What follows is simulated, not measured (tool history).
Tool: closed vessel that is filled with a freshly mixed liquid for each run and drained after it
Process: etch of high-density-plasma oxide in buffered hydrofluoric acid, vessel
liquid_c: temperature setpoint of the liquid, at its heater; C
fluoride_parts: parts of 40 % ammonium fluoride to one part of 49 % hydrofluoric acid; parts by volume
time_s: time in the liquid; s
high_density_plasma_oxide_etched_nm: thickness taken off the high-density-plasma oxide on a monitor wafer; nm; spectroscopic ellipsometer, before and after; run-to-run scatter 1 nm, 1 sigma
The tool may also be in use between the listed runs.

| run | hour | liquid_c | fluoride_parts | time_s | high_density_plasma_oxide_etched_nm |
|---|---|---|---|---|---|
| 1 | 0.0 | 24.0 | 18.0 | 100 | 75.100 |
| 2 | 6.3 | 24.0 | 21.5 | 100 | 64.321 |
| 3 | 11.6 | 24.0 | 18.0 | 100 | 74.876 |
| 4 | 17.2 | 24.0 | 18.0 | 100 | 74.358 |
| 5 | 19.5 | 25.5 | 18.0 | 100 | 82.695 |
| 6 | 22.4 | 22.0 | 18.0 | 100 | 66.025 |
| 7 | 24.5 | 23.5 | 18.0 | 100 | 71.688 |
| 8 | 29.8 | 27.5 | 17.5 | 100 | 93.748 |
| 9 | 36.2 | 28.0 | 17.5 | 100 | 95.722 |
| 10 | 39.2 | 28.5 | 17.5 | 100 | 97.708 |

What does the tool deliver on the next run?
| 11 | 46.7 | 29.0 | 17.5 | 100 | ? |

{"run 11": {"high_density_plasma_oxide_etched_nm": 101.52}}
